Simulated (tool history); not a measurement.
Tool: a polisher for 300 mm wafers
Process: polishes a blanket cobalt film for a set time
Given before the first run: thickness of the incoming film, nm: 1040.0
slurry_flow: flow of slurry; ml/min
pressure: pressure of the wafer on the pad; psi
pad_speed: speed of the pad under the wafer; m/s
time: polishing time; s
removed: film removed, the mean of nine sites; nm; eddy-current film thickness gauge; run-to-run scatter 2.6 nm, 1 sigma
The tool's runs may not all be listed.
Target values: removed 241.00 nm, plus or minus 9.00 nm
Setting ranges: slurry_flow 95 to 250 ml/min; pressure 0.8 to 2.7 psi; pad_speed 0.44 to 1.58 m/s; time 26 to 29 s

Run 1, hour 0.0: slurry_flow 160 ml/min, pressure 1.7 psi, pad_speed 1.00 m/s, time 29 s. Result: removed 141.56 nm.
Run 2, hour 3.8: slurry_flow 160 ml/min, pressure 1.3 psi, pad_speed 1.00 m/s, time 29 s. Result: removed 112.07 nm.
Run 3, hour 10.4: slurry_flow 165 ml/min, pressure 1.7 psi, pad_speed 1.02 m/s, time 29 s. Result: removed 147.57 nm.
Run 4, hour 15.9: slurry_flow 175 ml/min, pressure 1.9 psi, pad_speed 1.02 m/s, time 29 s. Result: removed 165.45 nm.
Run 5, hour 19.6: slurry_flow 175 ml/min, pressure 2.1 psi, pad_speed 1.02 m/s, time 29 s. Result: removed 179.15 nm.
Run 6, hour 21.5: slurry_flow 175 ml/min, pressure 2.1 psi, pad_speed 1.02 m/s, time 29 s. Result: removed 181.00 nm.
Run 7, hour 27.8: slurry_flow 180 ml/min, pressure 2.3 psi, pad_speed 1.02 m/s, time 29 s. Result: removed 197.34 nm.
Run 8, hour 36.2: slurry_flow 185 ml/min, pressure 2.4 psi, pad_speed 1.02 m/s, time 29 s. Result: removed 208.55 nm.
Run 9, hour 41.8: slurry_flow 185 ml/min, pressure 2.5 psi, pad_speed 1.02 m/s, time 29 s. Result: removed 215.66 nm.
Run 10, hour 49.7: slurry_flow 190 ml/min, pressure 2.6 psi, pad_speed 1.02 m/s, time 29 s. Result: removed 220.34 nm.
Run 11, hour 56.0: slurry_flow 190 ml/min, pressure 2.6 psi, pad_speed 1.04 m/s, time 29 s. Result: removed 227.18 nm.

Which single option among these 5 for the next run brings every result within its allowed miss of target? Just one does.
Run A, hour 62.3: slurry_flow 200 ml/min, pressure 2.6 psi, pad_speed 1.26 m/s, time 27 s. Result: removed ?.
Run B, hour 62.3: slurry_flow 195 ml/min, pressure 2.7 psi, pad_speed 1.14 m/s, time 29 s. Result: removed ?.
Run C, hour 62.3: slurry_flow 195 ml/min, pressure 2.5 psi, pad_speed 1.06 m/s, time 27 s. Result: removed ?.
Run D, hour 62.3: slurry_flow 175 ml/min, pressure 2.7 psi, pad_speed 1.06 m/s, time 29 s. Result: removed ?.
Run E, hour 62.3: slurry_flow 165 ml/min, pressure 2.6 psi, pad_speed 1.20 m/s, time 29 s. Result: removed ?.

move  removed
   A   258.37
   B   260.08
   C   209.52
   D   238.37
   E   256.86
A: the result that was furthest off in the last run now lies on the other side of its target
B: the result that was furthest off in the last run now lies on the other side of its target
C: lands further from the targets than the last run did
D: in spec on every target
E: the result that was furthest off in the last run now lies on the other side of its target
The move that meets every target is D.
